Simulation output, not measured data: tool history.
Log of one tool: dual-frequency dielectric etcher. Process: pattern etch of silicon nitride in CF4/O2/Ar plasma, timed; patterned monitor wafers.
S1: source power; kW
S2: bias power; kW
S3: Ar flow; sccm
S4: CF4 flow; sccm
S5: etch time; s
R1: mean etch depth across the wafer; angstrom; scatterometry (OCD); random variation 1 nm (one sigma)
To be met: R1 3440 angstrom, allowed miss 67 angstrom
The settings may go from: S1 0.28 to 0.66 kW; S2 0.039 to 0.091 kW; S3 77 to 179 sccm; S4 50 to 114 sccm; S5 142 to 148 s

Run 1, hour 0: S1 0.47 kW, S2 0.065 kW, S3 128 sccm, S4 82 sccm, S5 142 s. Result: R1 2696.8 angstrom.
Run 2, hour 4.7: S1 0.5 kW, S2 0.065 kW, S3 128 sccm, S4 82 sccm, S5 142 s. Result: R1 2888.9 angstrom.
Run 3, hour 11.1: S1 0.52 kW, S2 0.065 kW, S3 128 sccm, S4 82 sccm, S5 142 s. Result: R1 2987.8 angstrom.
Run 4, hour 12: S1 0.54 kW, S2 0.065 kW, S3 128 sccm, S4 82 sccm, S5 142 s. Result: R1 3096.4 angstrom.
Run 5, hour 20.5: S1 0.55 kW, S2 0.065 kW, S3 128 sccm, S4 82 sccm, S5 142 s. Result: R1 3171.2 angstrom.
Run 6, hour 27.5: S1 0.56 kW, S2 0.065 kW, S3 128 sccm, S4 82 sccm, S5 142 s. Result: R1 3214.2 angstrom.
Run 7, hour 28.1: S1 0.56 kW, S2 0.065 kW, S3 128 sccm, S4 82 sccm, S5 142 s. Result: R1 3207.1 angstrom.
Run 8, hour 30.2: S1 0.57 kW, S2 0.065 kW, S3 128 sccm, S4 82 sccm, S5 142 s. Result: R1 3279.7 angstrom.
Run 9, hour 36.5: S1 0.58 kW, S2 0.065 kW, S3 128 sccm, S4 82 sccm, S5 142 s. Result: R1 3316.8 angstrom.

4 next moves are on the table. One of them brings every result within its allowed miss. Which?
Run A, hour 42.8: S1 0.62 kW, S2 0.064 kW, S3 149 sccm, S4 83 sccm, S5 145 s. Result: R1 ?.
Run B, hour 42.8: S1 0.59 kW, S2 0.064 kW, S3 124 sccm, S4 91 sccm, S5 144 s. Result: R1 ?.
Run C, hour 42.8: S1 0.62 kW, S2 0.055 kW, S3 149 sccm, S4 73 sccm, S5 145 s. Result: R1 ?.
Run D, hour 42.8: S1 0.65 kW, S2 0.057 kW, S3 107 sccm, S4 75 sccm, S5 145 s. Result: R1 ?.

move      R1
   A  3524.2
   B  3444.6
   C  3201.4
   D  3559.8
A: takes the result that was furthest off past its target
B: meets every target
C: further off than the last run
D: takes the result that was furthest off past its target
Answer: B
